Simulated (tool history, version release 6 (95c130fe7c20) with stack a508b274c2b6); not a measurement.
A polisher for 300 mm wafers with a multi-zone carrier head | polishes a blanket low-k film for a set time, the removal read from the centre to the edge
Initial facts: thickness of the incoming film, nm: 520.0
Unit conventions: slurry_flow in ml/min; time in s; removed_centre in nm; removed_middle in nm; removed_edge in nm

run 1 hour=0 | slurry_flow=190 centre_zone=1 middle_zone=1 edge_zone=1 slurry_solids=1 time=52 | removed_centre=31.295 removed_middle=31.511 removed_edge=30.828
run 2 hour=6.1 | slurry_flow=190 centre_zone=1.05 middle_zone=1 edge_zone=1 slurry_solids=1 time=52 | removed_centre=32.613 removed_middle=31.001 removed_edge=31.688
run 3 hour=7.3 | slurry_flow=190 centre_zone=1.05 middle_zone=1 edge_zone=0.96 slurry_solids=1 time=52 | removed_centre=32.818 removed_middle=31.146 removed_edge=30.267
run 4 hour=12.7 | slurry_flow=190 centre_zone=1.05 middle_zone=1 edge_zone=0.89 slurry_solids=1 time=52 | removed_centre=32.598 removed_middle=31.117 removed_edge=29.888
run 5 hour=21.7 | slurry_flow=190 centre_zone=1.05 middle_zone=1 edge_zone=0.89 slurry_solids=1 time=58 | removed_centre=36.448 removed_middle=34.578 removed_edge=33.284
run 6 hour=22.2 | slurry_flow=190 centre_zone=1.05 middle_zone=1 edge_zone=0.89 slurry_solids=0.9 time=58 | removed_centre=34.631 removed_middle=33.027 removed_edge=33.048
run 7 hour=28.4 | slurry_flow=200 centre_zone=1.06 middle_zone=1.03 edge_zone=0.87 slurry_solids=0.85 time=55 | removed_centre=33.021 removed_middle=32.025 removed_edge=29.528
run 8 hour=35.7 | slurry_flow=195 centre_zone=1.06 middle_zone=1.03 edge_zone=0.86 slurry_solids=0.8 time=55 | removed_centre=32.344 removed_middle=31.275 removed_edge=28.963
run 9 hour=36.7 | slurry_flow=190 centre_zone=1.05 middle_zone=1.03 edge_zone=0.85 slurry_solids=0.75 time=55 | removed_centre=31.159 removed_middle=30.261 removed_edge=28.458

Predict the results of run 10:
run 10 hour=42.8 | slurry_flow=185 centre_zone=1.05 middle_zone=1.04 edge_zone=0.84 slurry_solids=0.7 time=55 | removed_centre=? removed_middle=? removed_edge=?

removed_centre: 30.289 nm
removed_middle: 29.768 nm
removed_edge: 27.144 nm
